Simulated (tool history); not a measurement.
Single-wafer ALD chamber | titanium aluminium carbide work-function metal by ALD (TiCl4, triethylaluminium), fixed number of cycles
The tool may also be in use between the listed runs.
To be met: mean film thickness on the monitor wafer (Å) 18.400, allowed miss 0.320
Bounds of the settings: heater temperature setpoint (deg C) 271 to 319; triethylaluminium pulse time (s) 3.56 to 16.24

run  hour  heater temperature setpoint (deg C)  triethylaluminium pulse time (s)  mean film thickness on the monitor wafer (Å)
  1   0.0                                  295                              9.90                                        20.236
  2   5.0                                  295                              7.27                                        19.442
  3   8.9                                  304                              7.27                                        20.216
  4  16.9                                  298                              6.73                                        19.420
  5  20.8                                  298                              7.94                                        19.969
  6  27.7                                  293                              7.55                                        19.371
  7  35.3                                  290                              7.26                                        18.856
  8  43.9                                  289                              7.17                                        18.854

Which of these 5 next moves meets every target?
  A  52.5                                  284                              7.09                                             ?
  B  52.5                                  293                              7.19                                             ?
  C  52.5                                  293                              7.29                                             ?
  D  52.5                                  290                              8.44                                             ?
  E  52.5                                  293                              7.08                                             ?

move  mean film thickness on the monitor wafer (Å)
   A                                        18.360
   B                                        19.277
   C                                        19.317
   D                                        19.404
   E                                        19.231
A: meets every target
B: further off than the last run
C: further off than the last run
D: further off than the last run
E: further off than the last run
Answer: A
